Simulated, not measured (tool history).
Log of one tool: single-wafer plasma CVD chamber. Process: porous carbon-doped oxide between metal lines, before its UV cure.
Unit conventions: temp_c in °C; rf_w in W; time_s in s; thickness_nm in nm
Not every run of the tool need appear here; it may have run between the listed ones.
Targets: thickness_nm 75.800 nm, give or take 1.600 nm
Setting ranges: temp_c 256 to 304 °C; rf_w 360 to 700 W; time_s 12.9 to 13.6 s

run	hour	temp_c	rf_w	time_s	thickness_nm
1	0.0	280	530	13.6	91.677
2	3.2	280	490	13.6	87.191
3	5.1	280	490	13.6	87.537
4	13.8	285	485	13.6	82.484
5	18.0	287	485	13.6	82.077
6	21.3	277	485	13.6	87.990
7	22.0	282	480	13.6	84.550
8	28.5	282	480	13.6	83.991
9	31.7	285	475	13.6	82.864
10	38.1	297	445	13.6	72.147
11	46.4	296	445	13.6	72.892

Next run, 4 choices. One meets every target within its allowed miss, the rest don't. Which?
A	54.7	286	425	12.9	?
B	54.7	304	515	13.3	?
C	54.7	290	420	13.6	?
D	54.7	289	440	12.9	?

move	thickness_nm
A	71.147
B	75.780
C	72.287
D	71.794
A: moves away from the targets compared with the last run
B: every result within its allowed miss
C: moves away from the targets compared with the last run
D: moves away from the targets compared with the last run
So the answer is move B, the one that meets all the targets.
